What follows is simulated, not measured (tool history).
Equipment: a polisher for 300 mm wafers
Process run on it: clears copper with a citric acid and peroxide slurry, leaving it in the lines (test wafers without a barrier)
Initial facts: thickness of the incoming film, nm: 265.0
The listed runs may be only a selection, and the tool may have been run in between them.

run  hour  flow of slurry (ml/min)  pressure of the wafer on the pad (psi)  speed of the pad under the wafer (cm/s)  abrasive content of the slurry  overpolish time after the end point (s)  time until the end point was called (s)  dishing of a wide line in a test structure (angstrom)
  1   0.0                      220                                     4.1                                      114                             1.0                                       26                                   76.710                                                 514.35
  2   1.7                      220                                     4.1                                      114                             0.9                                       26                                   77.167                                                 504.08
  3   7.2                      220                                     4.1                                      114                             0.9                                       16                                   81.001                                                 374.37
  4  12.4                      220                                     4.1                                      128                             0.9                                       16                                   69.269                                                 394.29
  5  17.0                      255                                     4.1                                      128                             0.9                                       16                                   68.259                                                 395.91
  6  23.4                      255                                     3.8                                      124                             0.9                                       16                                   77.897                                                 370.26
  7  24.3                      255                                     3.5                                      120                             0.9                                       16                                   85.891                                                 344.99
  8  29.1                      255                                     3.2                                      116                             0.9                                       16                                   96.715                                                 313.00
  9  32.4                      255                                     3.0                                      112                             0.9                                       16                                  107.470                                                 291.35
 10  37.5                      250                                     1.9                                      102                             0.9                                       18                                  183.710                                                 205.19

Run 11, settings as shown, results not yet in. Your forecast:
 11  45.0                      255                                     1.9                                      102                             0.9                                       18                                        ?                                                      ?

Run 11 produced time until the end point was called (s) 176.850, dishing of a wide line in a test structure (angstrom) 200.36.

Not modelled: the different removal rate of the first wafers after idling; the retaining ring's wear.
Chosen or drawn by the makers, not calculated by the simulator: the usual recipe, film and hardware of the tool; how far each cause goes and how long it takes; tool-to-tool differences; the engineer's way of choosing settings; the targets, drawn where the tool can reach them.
